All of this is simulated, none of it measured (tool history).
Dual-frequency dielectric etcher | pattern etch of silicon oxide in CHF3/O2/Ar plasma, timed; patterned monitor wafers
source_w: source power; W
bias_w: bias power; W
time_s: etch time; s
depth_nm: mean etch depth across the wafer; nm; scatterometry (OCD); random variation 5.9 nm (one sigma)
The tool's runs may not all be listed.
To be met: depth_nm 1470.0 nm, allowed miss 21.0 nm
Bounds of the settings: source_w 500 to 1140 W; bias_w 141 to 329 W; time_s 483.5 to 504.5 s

run  hour  source_w  bias_w  time_s  depth_nm
  1   0.0       820     235   483.5    1171.1
  2   2.2       820     213   483.5    1109.6
  3   6.5       720     213   483.5    1027.1
  4  12.8       850     220   484.0    1154.2
  5  14.6       850     182   484.0    1028.9
  6  22.0       940     202   484.5    1153.5
  7  23.1       940     202   484.5    1152.0
  8  26.5      1000     217   485.0    1253.7
  9  32.7      1040     226   485.5    1304.7
 10  36.8      1070     234   486.0    1358.3

5 next moves are on the table. One of them brings every result within its allowed miss. Which?
  A  40.9      1120     262   504.5         ?
  B  40.9      1140     269   490.5         ?
  C  40.9      1030     264   504.5         ?
  D  40.9      1100     264   504.5         ?
  E  40.9      1130     277   486.0         ?

move  depth_nm
   A    1528.4
   B    1519.4
   C    1473.3
   D    1521.2
   E    1522.1
A: takes the result that was furthest off past its target
B: takes the result that was furthest off past its target
C: meets every target
D: takes the result that was furthest off past its target
E: takes the result that was furthest off past its target
The right move is C.

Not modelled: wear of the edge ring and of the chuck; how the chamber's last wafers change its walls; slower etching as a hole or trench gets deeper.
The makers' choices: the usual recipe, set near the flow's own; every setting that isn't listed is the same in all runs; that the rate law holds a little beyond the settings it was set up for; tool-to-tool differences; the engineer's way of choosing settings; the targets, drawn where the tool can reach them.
